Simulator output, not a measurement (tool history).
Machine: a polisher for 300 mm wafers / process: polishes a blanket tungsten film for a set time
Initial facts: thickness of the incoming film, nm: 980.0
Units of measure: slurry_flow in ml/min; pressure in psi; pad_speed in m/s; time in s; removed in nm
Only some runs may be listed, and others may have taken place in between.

run	hour	slurry_flow	pressure	pad_speed	slurry_solids	time	removed
1	0	215	4.5	1.36	1	60	415.89
2	6.5	215	4.2	1.36	1	60	383.15
3	15.4	215	5.2	1.36	1	60	476.73
4	20.4	215	4.8	1.36	1	60	441.6
5	26.6	215	4.5	1.36	1	60	412.74
6	34.8	215	4	1.36	1	60	371.02
7	38.9	215	3.8	1.36	1	60	352.75
# hour 42.4: slurry nozzle cleaned
8	42.4	215	3.6	1.36	1	60	338.09
9	49.6	215	3.4	1.36	1	60	319.63
10	56.9	215	3.4	1.36	1	60	322.99
11	65.4	215	3.3	1.36	1	60	309.75
12	73.1	195	2.3	1.36	1	60	217.32
13	76.6	200	2.3	1.36	1	60	216.53
14	83.1	205	2.3	1.36	1	60	221.87
15	86.7	210	2.3	1.36	1	60	220.97
16	88.7	220	2.3	1.36	1	60	222.01

What will run 17 give?
17	89.8	225	2.3	1.36	1	60	?

removed: 220.25 nm
